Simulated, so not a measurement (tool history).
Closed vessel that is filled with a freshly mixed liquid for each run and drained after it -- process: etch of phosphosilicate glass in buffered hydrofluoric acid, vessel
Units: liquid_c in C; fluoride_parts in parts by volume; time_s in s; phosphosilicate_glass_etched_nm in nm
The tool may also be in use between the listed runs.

| run | hour | liquid_c | fluoride_parts | time_s | phosphosilicate_glass_etched_nm |
|---|---|---|---|---|---|
| 1 | 0.0 | 22.0 | 7.5 | 100 | 480.85 |
| 2 | 9.1 | 22.0 | 8.5 | 100 | 424.40 |
| 3 | 12.2 | 21.5 | 8.5 | 100 | 410.94 |
| 4 | 15.7 | 18.5 | 8.5 | 100 | 346.68 |
| 5 | 19.6 | 17.0 | 8.5 | 100 | 319.74 |
| 6 | 28.3 | 17.0 | 8.5 | 100 | 315.22 |
| 7 | 30.2 | 18.0 | 8.5 | 100 | 339.58 |
| 8 | 39.2 | 19.0 | 8.5 | 100 | 356.89 |

What will run 9 give?
| 9 | 46.4 | 19.5 | 8.5 | 100 | ? |

phosphosilicate_glass_etched_nm: 367.08 nm
